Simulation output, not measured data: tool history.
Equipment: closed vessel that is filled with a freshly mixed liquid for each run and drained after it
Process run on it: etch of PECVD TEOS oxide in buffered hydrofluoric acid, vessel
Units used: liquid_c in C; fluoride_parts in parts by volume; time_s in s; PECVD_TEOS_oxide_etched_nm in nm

run  hour  liquid_c  fluoride_parts  time_s  PECVD_TEOS_oxide_etched_nm
  1   0.0      21.0            21.5     105                      86.352
  2   4.0      23.5            21.5     105                      98.770
  3  12.7      22.0            21.5     105                      90.870
  4  15.2      22.0            21.5     115                      99.784
  5  20.6      20.5            22.0     115                      90.515
  6  27.0      20.5            22.0     115                      90.641
  7  28.3      19.5            22.0     115                      85.297
     32.8  -- thermometer replaced
  8  32.8      19.0            22.0     115                      90.832
  9  37.4      19.0            22.0     115                      90.804
 10  42.7      18.5            23.0     115                      85.480

What does the tool deliver on the next run?
 11  44.0      18.0            24.0     115                           ?

PECVD_TEOS_oxide_etched_nm: 80.083 nm
